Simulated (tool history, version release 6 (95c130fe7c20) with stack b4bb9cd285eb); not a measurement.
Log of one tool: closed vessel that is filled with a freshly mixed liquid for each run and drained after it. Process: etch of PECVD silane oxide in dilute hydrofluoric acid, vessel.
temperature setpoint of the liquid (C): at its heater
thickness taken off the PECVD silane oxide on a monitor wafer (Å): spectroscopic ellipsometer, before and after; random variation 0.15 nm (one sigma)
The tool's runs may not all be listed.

run,day,temperature setpoint of the liquid (C),parts of water to one part of 49 % hydrofluoric acid (parts by volume),time in the liquid (s),thickness taken off the PECVD silane oxide on a monitor wafer (Å)
1,0,23,55,105,320.47
2,0.15,20,55,105,281.13
3,0.338,19.5,60,105,255.37
4,0.496,18,60,105,239.08
5,0.662,17.5,65,105,217.65
6,1,17.5,85,105,158.06
7,1.042,18.5,85,105,165.98

The next listed run, before its measurement:
8,1.117,19,85,105,?

thickness taken off the PECVD silane oxide on a monitor wafer (Å): 169.37
